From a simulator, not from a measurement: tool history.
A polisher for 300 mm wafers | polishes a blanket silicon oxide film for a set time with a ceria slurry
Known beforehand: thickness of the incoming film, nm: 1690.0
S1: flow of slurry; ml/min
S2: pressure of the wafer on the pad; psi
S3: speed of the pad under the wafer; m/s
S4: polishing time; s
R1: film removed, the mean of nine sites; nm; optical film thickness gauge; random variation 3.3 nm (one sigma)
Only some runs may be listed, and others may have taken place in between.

run  hour   S1   S2    S3   S4      R1
  1     0  290  3.1  0.88  116  517.49
  2   7.3  225  3.1  0.88  116  504.12
  3     9  280  3.1  0.88  116  503.29
  4  13.8  280  2.5  0.88  116  419.81
  5  16.5  330  2.5  0.88  116  417.71
  6  24.6  330  2.5  0.88  121  445.92
  7    32  330  2.2  0.84  121  378.39
  8  36.2  330  1.4   0.8  121  226.98

Run 9 has not been measured yet. What should we expect?
  9  41.2  335  1.5  0.8  121   ?

R1: 249.68 nm
